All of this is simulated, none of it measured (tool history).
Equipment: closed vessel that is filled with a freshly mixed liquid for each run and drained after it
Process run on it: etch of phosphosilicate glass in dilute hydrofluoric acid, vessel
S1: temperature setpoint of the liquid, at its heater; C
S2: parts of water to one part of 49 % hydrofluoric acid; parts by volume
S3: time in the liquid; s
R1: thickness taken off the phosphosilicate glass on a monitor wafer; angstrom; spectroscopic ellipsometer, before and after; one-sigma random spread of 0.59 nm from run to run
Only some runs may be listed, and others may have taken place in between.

Run 1, day 0: S1 22 C, S2 45 parts by volume, S3 30 s. Result: R1 1287.3 angstrom.
Run 2, day 0.283: S1 22 C, S2 45 parts by volume, S3 30 s. Result: R1 1285.2 angstrom.
Run 3, day 0.558: S1 22 C, S2 45 parts by volume, S3 30 s. Result: R1 1293.7 angstrom.
Run 4, day 0.888: S1 24.5 C, S2 45 parts by volume, S3 30 s. Result: R1 1428.9 angstrom.
Run 5, day 1.146: S1 24.5 C, S2 45 parts by volume, S3 30 s. Result: R1 1435.4 angstrom.
Run 6, day 1.233: S1 24.5 C, S2 60 parts by volume, S3 30 s. Result: R1 1056.3 angstrom.
Run 7, day 1.379: S1 23.5 C, S2 60 parts by volume, S3 30 s. Result: R1 1012.8 angstrom.

Predict the results of run 8:
Run 8, day 1.7: S1 22.5 C, S2 60 parts by volume, S3 30 s. Result: R1 ?.

{"run 8": {"R1": 972.05}}
